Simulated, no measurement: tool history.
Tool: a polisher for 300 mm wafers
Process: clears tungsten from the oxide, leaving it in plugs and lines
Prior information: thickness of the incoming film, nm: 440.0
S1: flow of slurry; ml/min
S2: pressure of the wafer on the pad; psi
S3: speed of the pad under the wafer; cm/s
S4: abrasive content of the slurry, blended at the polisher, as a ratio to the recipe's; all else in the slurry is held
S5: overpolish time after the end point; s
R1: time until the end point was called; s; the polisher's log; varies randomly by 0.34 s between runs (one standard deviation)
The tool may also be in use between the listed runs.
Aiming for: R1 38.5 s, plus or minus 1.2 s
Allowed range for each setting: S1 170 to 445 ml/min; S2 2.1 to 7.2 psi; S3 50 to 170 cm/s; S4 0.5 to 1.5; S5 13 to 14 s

run,hour,S1,S2,S3,S4,S5,R1
1,0,285,4.6,110,1,13,62.004
2,7.2,285,5.2,110,1,13,55.214
3,8.4,285,5.2,110,1,13,53.632
4,17.1,285,5.6,110,1,13,50.611
5,25.7,285,6,110,1,13,47.52
6,29.7,285,6,110,1,13,47.97
7,36.1,285,6.3,110,1,13,45.423
8,41.9,290,7.2,110,1,13,39.744

Pick the move, out of 4, that brings all results within their allowed miss; only one does.
A,47.7,350,6.8,118,0.85,13,?
B,47.7,255,6.6,124,1,13,?
C,47.7,290,6.5,128,1.1,14,?
D,47.7,275,6.5,120,1.05,13,?

move,R1
A,41.587
B,41.078
C,39.3
D,41.735
A: the biggest miss grows against the last run
B: the biggest miss grows against the last run
C: hits every target within its allowed miss
D: the biggest miss grows against the last run
C meets every target.
